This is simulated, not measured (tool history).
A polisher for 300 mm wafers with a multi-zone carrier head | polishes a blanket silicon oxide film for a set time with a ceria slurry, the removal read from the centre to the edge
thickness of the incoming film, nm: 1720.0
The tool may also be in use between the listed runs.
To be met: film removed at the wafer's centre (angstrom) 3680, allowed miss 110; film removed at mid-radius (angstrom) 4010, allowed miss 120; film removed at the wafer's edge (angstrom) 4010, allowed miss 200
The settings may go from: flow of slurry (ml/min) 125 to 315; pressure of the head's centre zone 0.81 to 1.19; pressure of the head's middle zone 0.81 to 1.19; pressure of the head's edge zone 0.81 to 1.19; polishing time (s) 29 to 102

| run | hour | flow of slurry (ml/min) | pressure of the head's centre zone | pressure of the head's middle zone | pressure of the head's edge zone | polishing time (s) | film removed at the wafer's centre (angstrom) | film removed at mid-radius (angstrom) | film removed at the wafer's edge (angstrom) |
|---|---|---|---|---|---|---|---|---|---|
| 1 | 0 | 205 | 1 | 1 | 1 | 65 | 4220.9 | 4319.5 | 4389.4 |
| 2 | 6.5 | 200 | 0.99 | 1 | 0.99 | 65 | 4210.5 | 4188.4 | 4353.7 |
| 3 | 8 | 195 | 0.98 | 1.01 | 0.98 | 65 | 4048.1 | 4279.3 | 4214.5 |
| 4 | 15.8 | 195 | 0.98 | 1.01 | 1.04 | 65 | 4076.8 | 4234.5 | 4460.6 |
| 5 | 18.5 | 195 | 0.98 | 0.98 | 1.04 | 65 | 4082.5 | 4233.5 | 4419.6 |
| 6 | 27.2 | 190 | 0.97 | 0.98 | 1.03 | 65 | 4082.2 | 4137.1 | 4342 |
| 7 | 34.9 | 185 | 0.96 | 0.98 | 1.03 | 65 | 4014.3 | 4128.6 | 4333.6 |
| 8 | 42.2 | 180 | 0.95 | 0.98 | 1.02 | 65 | 3952.4 | 4072 | 4306.5 |
| 9 | 43.7 | 175 | 0.94 | 0.99 | 1.01 | 65 | 3850.1 | 4175.4 | 4296.9 |
| 10 | 49.8 | 170 | 0.94 | 0.99 | 1 | 65 | 3773.9 | 4111.4 | 4140.4 |
| 11 | 51.7 | 165 | 0.94 | 0.99 | 1 | 65 | 3798 | 4084.6 | 4246.1 |
| 12 | 58.8 | 165 | 0.94 | 0.99 | 0.99 | 65 | 3806.2 | 4080.2 | 4260.5 |
| 13 | 63.8 | 165 | 0.94 | 0.99 | 0.98 | 65 | 3759.7 | 4080.2 | 4121.5 |

4 next moves are on the table. One of them brings every result within its allowed miss. Which?
| A | 68.8 | 225 | 0.9 | 0.92 | 0.85 | 66 | ? | ? | ? |
| B | 68.8 | 155 | 0.99 | 1.05 | 0.99 | 64 | ? | ? | ? |
| C | 68.8 | 150 | 0.95 | 1.02 | 0.98 | 64 | ? | ? | ? |
| D | 68.8 | 200 | 0.92 | 0.99 | 0.87 | 66 | ? | ? | ? |

| move | film removed at the wafer's centre (angstrom) | film removed at mid-radius (angstrom) | film removed at the wafer's edge (angstrom) |
|---|---|---|---|
| A | 3885.4 | 4133.4 | 4203.8 |
| B | 3858.3 | 4097.8 | 4164.9 |
| C | 3670.4 | 3990.2 | 4124.5 |
| D | 3896.9 | 4261.6 | 4189.6 |
A: further off than the last run
B: further off than the last run
C: meets every target
D: further off than the last run
Move C is the one to make.
